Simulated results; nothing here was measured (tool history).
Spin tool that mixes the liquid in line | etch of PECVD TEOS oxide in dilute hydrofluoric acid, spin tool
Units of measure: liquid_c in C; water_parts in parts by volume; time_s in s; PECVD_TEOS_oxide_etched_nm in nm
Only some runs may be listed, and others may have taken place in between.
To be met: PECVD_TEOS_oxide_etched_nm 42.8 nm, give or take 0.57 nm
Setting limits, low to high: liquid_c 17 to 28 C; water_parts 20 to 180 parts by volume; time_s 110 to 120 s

{"run": 1, "hour": 0.0, "liquid_c": 20, "water_parts": 100, "time_s": 110, "PECVD_TEOS_oxide_etched_nm": 23.732}
{"run": 2, "hour": 1.8, "liquid_c": 20, "water_parts": 65, "time_s": 110, "PECVD_TEOS_oxide_etched_nm": 37.983}
{"run": 3, "hour": 6.3, "liquid_c": 17.5, "water_parts": 65, "time_s": 110, "PECVD_TEOS_oxide_etched_nm": 34.159}
{"run": 4, "hour": 8.3, "liquid_c": 18.5, "water_parts": 65, "time_s": 110, "PECVD_TEOS_oxide_etched_nm": 35.33}
{"run": 5, "hour": 11.4, "liquid_c": 19.5, "water_parts": 65, "time_s": 110, "PECVD_TEOS_oxide_etched_nm": 36.855}
{"run": 6, "hour": 14.9, "liquid_c": 20, "water_parts": 65, "time_s": 110, "PECVD_TEOS_oxide_etched_nm": 38.185}
{"run": 7, "hour": 18.8, "liquid_c": 20.5, "water_parts": 65, "time_s": 110, "PECVD_TEOS_oxide_etched_nm": 38.456}
{"run": 8, "hour": 23.6, "liquid_c": 21, "water_parts": 65, "time_s": 110, "PECVD_TEOS_oxide_etched_nm": 39.537}
{"run": 9, "hour": 31.3, "liquid_c": 21.5, "water_parts": 65, "time_s": 110, "PECVD_TEOS_oxide_etched_nm": 40.02}
{"run": 10, "hour": 38.8, "liquid_c": 22, "water_parts": 65, "time_s": 110, "PECVD_TEOS_oxide_etched_nm": 41.356}
{"run": 11, "hour": 39.9, "liquid_c": 22.5, "water_parts": 65, "time_s": 110, "PECVD_TEOS_oxide_etched_nm": 42.151}

Exactly one of the 5 candidate moves below puts every result within its allowed miss. Which one?
{"run": "A", "hour": 41.0, "liquid_c": 22, "water_parts": 65, "time_s": 115, "PECVD_TEOS_oxide_etched_nm": "?"}
{"run": "B", "hour": 41.0, "liquid_c": 24, "water_parts": 70, "time_s": 110, "PECVD_TEOS_oxide_etched_nm": "?"}
{"run": "C", "hour": 41.0, "liquid_c": 25.5, "water_parts": 80, "time_s": 120, "PECVD_TEOS_oxide_etched_nm": "?"}
{"run": "D", "hour": 41.0, "liquid_c": 22, "water_parts": 70, "time_s": 120, "PECVD_TEOS_oxide_etched_nm": "?"}
{"run": "E", "hour": 41.0, "liquid_c": 22, "water_parts": 65, "time_s": 110, "PECVD_TEOS_oxide_etched_nm": "?"}

move=A PECVD_TEOS_oxide_etched_nm=42.677
move=B PECVD_TEOS_oxide_etched_nm=40.939
move=C PECVD_TEOS_oxide_etched_nm=41.022
move=D PECVD_TEOS_oxide_etched_nm=41.108
move=E PECVD_TEOS_oxide_etched_nm=40.821
A: every result lands within tolerance
B: misses by more than the last run did
C: misses by more than the last run did
D: misses by more than the last run did
E: misses by more than the last run did
So the answer is move A, the one that meets all the targets.
